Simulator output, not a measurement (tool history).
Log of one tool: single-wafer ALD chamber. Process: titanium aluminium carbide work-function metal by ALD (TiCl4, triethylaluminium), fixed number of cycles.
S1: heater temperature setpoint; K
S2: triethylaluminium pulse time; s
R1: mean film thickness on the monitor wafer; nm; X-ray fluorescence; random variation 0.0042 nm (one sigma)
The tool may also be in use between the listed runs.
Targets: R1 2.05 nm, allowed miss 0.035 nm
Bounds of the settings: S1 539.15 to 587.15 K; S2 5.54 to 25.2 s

run 1 day=0 | S1=563.15 S2=15.37 | R1=1.8735
run 2 day=0.112 | S1=566.15 S2=15.56 | R1=1.8972
run 3 day=0.367 | S1=573.15 S2=15.56 | R1=1.9709
run 4 day=0.542 | S1=567.15 S2=15.56 | R1=1.9114
run 5 day=0.833 | S1=569.15 S2=15.68 | R1=1.9387
run 6 day=0.996 | S1=569.15 S2=12.65 | R1=1.9068
run 7 day=1.121 | S1=571.15 S2=12.88 | R1=1.9313
run 8 day=1.35 | S1=572.15 S2=13.05 | R1=1.9416
run 9 day=1.392 | S1=573.15 S2=13.21 | R1=1.9554

5 next moves are on the table. One of them brings every result within its allowed miss. Which?
run A day=1.433 | S1=576.15 S2=14.14 | R1=?
run B day=1.433 | S1=559.15 S2=15.32 | R1=?
run C day=1.433 | S1=576.15 S2=12.39 | R1=?
run D day=1.433 | S1=581.15 S2=15.26 | R1=?
run E day=1.433 | S1=568.15 S2=14.55 | R1=?

move=A R1=1.9923
move=B R1=1.8409
move=C R1=1.9725
move=D R1=2.046
move=E R1=1.9204
A: nearer than the last run, and not there yet
B: further off than the last run
C: nearer than the last run, and not there yet
D: meets every target
E: further off than the last run
Move D is the one to make.

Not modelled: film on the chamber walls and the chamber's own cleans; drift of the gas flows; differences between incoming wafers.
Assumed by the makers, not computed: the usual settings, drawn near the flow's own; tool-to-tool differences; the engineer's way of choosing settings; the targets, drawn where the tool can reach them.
